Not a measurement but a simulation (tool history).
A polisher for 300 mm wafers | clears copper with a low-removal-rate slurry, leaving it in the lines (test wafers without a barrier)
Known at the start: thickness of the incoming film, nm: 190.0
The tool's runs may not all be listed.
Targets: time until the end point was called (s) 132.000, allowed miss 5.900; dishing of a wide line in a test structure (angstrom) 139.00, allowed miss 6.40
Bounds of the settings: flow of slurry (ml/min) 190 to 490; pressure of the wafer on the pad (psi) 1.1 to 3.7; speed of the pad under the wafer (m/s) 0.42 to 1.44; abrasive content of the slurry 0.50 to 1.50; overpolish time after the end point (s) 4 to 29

run    day  flow of slurry (ml/min)  pressure of the wafer on the pad (psi)  speed of the pad under the wafer (m/s)  abrasive content of the slurry  overpolish time after the end point (s)  time until the end point was called (s)  dishing of a wide line in a test structure (angstrom)
  1  0.000                      315                                     2.4                                    0.92                            1.00                                       15                                   80.103                                                 228.85
  2  0.238                      265                                     2.4                                    0.92                            1.00                                       15                                   79.857                                                 225.19
  3  0.288                      265                                     2.4                                    0.92                            1.15                                       15                                   77.041                                                 232.67
  4  0.367                      265                                     2.2                                    0.92                            1.15                                       15                                   85.629                                                 217.60
  5  0.471                      265                                     2.2                                    1.08                            1.15                                       15                                   72.418                                                 246.08
  6  0.512                      265                                     2.2                                    1.08                            1.15                                       21                                   74.999                                                 314.40
  7  0.658                      265                                     2.1                                    1.04                            1.15                                       20                                   79.128                                                 293.96
  8  0.933                      265                                     2.0                                    1.00                            1.15                                       19                                   85.416                                                 255.88
  9  1.142                      265                                     1.9                                    0.98                            1.15                                       18                                   89.961                                                 237.95
 10  1.254                      260                                     1.3                                    0.80                            1.10                                       12                                  163.720                                                 100.15
 11  1.412                      260                                     1.4                                    0.80                            1.10                                       12                                  148.720                                                 104.78
 12  1.612                      260                                     1.6                                    0.82                            1.10                                       16                                  130.770                                                 155.56
 13  1.967                      260                                     1.6                                    0.84                            1.10                                       15                                  126.450                                                 149.96

5 next moves are on the table. One of them brings every result within its allowed miss. Which?
  A  2.321                      235                                     1.6                                    0.86                            0.90                                       18                                        ?                                                      ?
  B  2.321                      190                                     1.7                                    0.80                            1.20                                       17                                        ?                                                      ?
  C  2.321                      335                                     1.6                                    0.80                            1.15                                       14                                        ?                                                      ?
  D  2.321                      360                                     1.2                                    1.00                            0.90                                       16                                        ?                                                      ?
  E  2.321                      250                                     1.4                                    0.86                            1.10                                       15                                        ?                                                      ?

move  time until the end point was called (s)  dishing of a wide line in a test structure (angstrom)
   A                                  131.790                                                 168.29
   B                                  126.810                                                 166.15
   C                                  129.150                                                 137.60
   D                                  144.560                                                 138.22
   E                                  141.580                                                 134.04
A: further off than the last run
B: further off than the last run
C: meets every target
D: brings the result that was furthest off to its target, and leaves another outside
E: brings the result that was furthest off to its target, and leaves another outside
Answer: C
